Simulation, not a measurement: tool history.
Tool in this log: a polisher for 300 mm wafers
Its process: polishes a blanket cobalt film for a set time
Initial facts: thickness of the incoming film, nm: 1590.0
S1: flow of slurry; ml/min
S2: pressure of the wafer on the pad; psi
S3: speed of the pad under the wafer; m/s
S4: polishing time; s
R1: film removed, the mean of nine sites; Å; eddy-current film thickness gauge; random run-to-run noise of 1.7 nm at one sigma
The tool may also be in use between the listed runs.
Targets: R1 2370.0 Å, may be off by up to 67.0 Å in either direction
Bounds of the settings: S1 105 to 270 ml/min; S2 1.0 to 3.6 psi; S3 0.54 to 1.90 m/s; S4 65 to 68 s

| run | hour | S1 | S2 | S3 | S4 | R1 |
|---|---|---|---|---|---|---|
| 1 | 0.0 | 175 | 2.3 | 1.22 | 65 | 3748.3 |
| 2 | 4.9 | 170 | 2.1 | 1.22 | 65 | 3473.4 |
| 3 | 10.1 | 170 | 1.9 | 1.22 | 65 | 3071.2 |
| 4 | 15.4 | 170 | 1.9 | 1.22 | 65 | 3069.4 |
| 5 | 19.3 | 185 | 1.9 | 1.22 | 65 | 3103.9 |
| 6 | 21.4 | 185 | 1.9 | 1.22 | 65 | 3117.6 |
| 7 | 27.5 | 185 | 1.8 | 1.22 | 65 | 2987.8 |
| 8 | 34.3 | 180 | 1.7 | 1.22 | 65 | 2773.2 |

Below are 5 possible settings for the next run. Only one of them brings all results inside the allowed miss of their targets. Which is it?
| A | 41.1 | 205 | 2.0 | 0.80 | 65 | ? |
| B | 41.1 | 220 | 1.5 | 1.42 | 68 | ? |
| C | 41.1 | 180 | 1.6 | 1.12 | 68 | ? |
| D | 41.1 | 190 | 1.8 | 0.96 | 65 | ? |
| E | 41.1 | 185 | 1.6 | 1.16 | 65 | ? |

| move | R1 |
|---|---|
| A | 2220.0 |
| B | 3089.4 |
| C | 2551.0 |
| D | 2368.1 |
| E | 2531.0 |
A: the result that was furthest off in the last run now lies on the other side of its target
B: moves away from the targets compared with the last run
C: closer than the last run, but not yet in spec
D: all results in spec
E: closer than the last run, but not yet in spec
Correct choice: D, which meets every target
